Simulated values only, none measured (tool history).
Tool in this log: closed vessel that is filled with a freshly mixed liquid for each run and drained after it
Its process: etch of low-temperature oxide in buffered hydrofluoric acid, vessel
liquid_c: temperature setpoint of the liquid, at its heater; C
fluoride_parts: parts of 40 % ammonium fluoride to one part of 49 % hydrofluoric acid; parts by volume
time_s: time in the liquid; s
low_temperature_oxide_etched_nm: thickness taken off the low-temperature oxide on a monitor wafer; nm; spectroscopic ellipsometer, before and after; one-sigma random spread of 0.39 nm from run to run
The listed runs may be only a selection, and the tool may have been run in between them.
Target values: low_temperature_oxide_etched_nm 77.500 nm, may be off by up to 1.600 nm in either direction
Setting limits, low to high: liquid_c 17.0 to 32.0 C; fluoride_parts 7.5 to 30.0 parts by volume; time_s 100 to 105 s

run,day,liquid_c,fluoride_parts,time_s,low_temperature_oxide_etched_nm
1,0.000,24.0,22.0,100,106.210
2,0.246,24.0,28.0,100,91.417
3,0.629,24.0,28.0,100,90.607
4,0.846,24.0,21.5,100,108.250
5,1.167,26.0,21.5,100,121.680
6,1.225,26.0,26.5,100,105.280
7,1.292,25.5,26.5,100,101.910
8,1.408,25.0,26.5,100,98.439
9,1.750,24.5,26.5,100,96.338
10,1.925,24.0,26.5,100,94.032
11,1.996,20.0,26.5,100,74.845

Which single option among these 5 for the next run brings every result within its allowed miss of target? Just one does.
A,2.067,20.0,29.5,105,?
B,2.067,19.5,26.5,100,?
C,2.067,20.5,28.0,100,?
D,2.067,19.5,28.0,105,?
E,2.067,20.5,26.5,100,?

move,low_temperature_oxide_etched_nm
A,73.964
B,73.756
C,75.114
D,74.549
E,78.028
A: further off than the last run
B: further off than the last run
C: closes in on the targets versus the last run, not all within tolerance yet
D: further off than the last run
E: hits every target within its allowed miss
E meets every target.

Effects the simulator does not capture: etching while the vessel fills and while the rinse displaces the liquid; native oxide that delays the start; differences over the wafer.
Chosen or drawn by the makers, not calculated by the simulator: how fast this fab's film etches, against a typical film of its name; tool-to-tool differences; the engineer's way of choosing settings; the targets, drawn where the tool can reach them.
